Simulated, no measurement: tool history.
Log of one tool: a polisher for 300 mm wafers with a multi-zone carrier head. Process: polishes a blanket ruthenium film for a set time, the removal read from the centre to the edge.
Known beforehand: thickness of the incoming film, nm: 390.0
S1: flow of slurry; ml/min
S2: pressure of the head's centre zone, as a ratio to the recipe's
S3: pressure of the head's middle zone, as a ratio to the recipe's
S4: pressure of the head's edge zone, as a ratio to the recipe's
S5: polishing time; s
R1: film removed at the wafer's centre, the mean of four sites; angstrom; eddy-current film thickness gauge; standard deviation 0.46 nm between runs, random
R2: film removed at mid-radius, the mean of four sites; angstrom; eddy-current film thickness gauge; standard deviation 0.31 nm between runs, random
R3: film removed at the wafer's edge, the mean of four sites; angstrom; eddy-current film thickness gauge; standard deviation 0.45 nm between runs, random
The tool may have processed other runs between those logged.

run,hour,S1,S2,S3,S4,S5,R1,R2,R3
1,0.0,130,1.00,1.00,1.00,43,436.80,428.22,427.32
2,8.0,140,0.96,1.03,1.00,43,427.04,449.74,434.41
3,9.8,140,0.96,1.03,1.00,49,486.30,517.74,490.86
4,11.1,140,0.96,1.03,1.00,41,404.91,428.84,412.98
5,17.5,150,0.94,1.05,1.01,41,405.73,443.07,422.39
6,20.1,150,0.94,1.11,1.01,41,393.48,467.51,419.84
7,22.1,160,0.93,1.12,1.02,41,400.36,466.46,419.31

What will run 8 give?
8,28.8,145,0.87,1.19,1.04,45,?,?,?

R1: 404.39 angstrom
R2: 540.04 angstrom
R3: 468.56 angstrom

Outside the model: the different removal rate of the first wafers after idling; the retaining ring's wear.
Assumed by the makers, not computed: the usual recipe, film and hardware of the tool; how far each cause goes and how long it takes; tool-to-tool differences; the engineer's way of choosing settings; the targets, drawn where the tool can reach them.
